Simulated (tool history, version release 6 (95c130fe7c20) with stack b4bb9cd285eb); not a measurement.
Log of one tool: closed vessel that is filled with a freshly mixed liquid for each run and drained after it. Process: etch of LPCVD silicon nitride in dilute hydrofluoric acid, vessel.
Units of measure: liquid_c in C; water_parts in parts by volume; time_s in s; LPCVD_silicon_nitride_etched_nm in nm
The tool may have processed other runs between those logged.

run	hour	liquid_c	water_parts	time_s	LPCVD_silicon_nitride_etched_nm
1	0	26	300	3025	4.9908
2	5.3	29.5	300	3025	6.1459
3	12.4	26.5	300	3025	5.1616
4	18.8	29	300	3025	5.9231
5	25.1	29	230	3025	7.8679
6	27.3	29	175	3025	10.123
7	34.2	26	220	3025	7.0281
8	41.9	24	250	3025	5.3567

Predict the results of run 9:
9	47.1	20	305	3025	?

LPCVD_silicon_nitride_etched_nm: 3.4008 nm

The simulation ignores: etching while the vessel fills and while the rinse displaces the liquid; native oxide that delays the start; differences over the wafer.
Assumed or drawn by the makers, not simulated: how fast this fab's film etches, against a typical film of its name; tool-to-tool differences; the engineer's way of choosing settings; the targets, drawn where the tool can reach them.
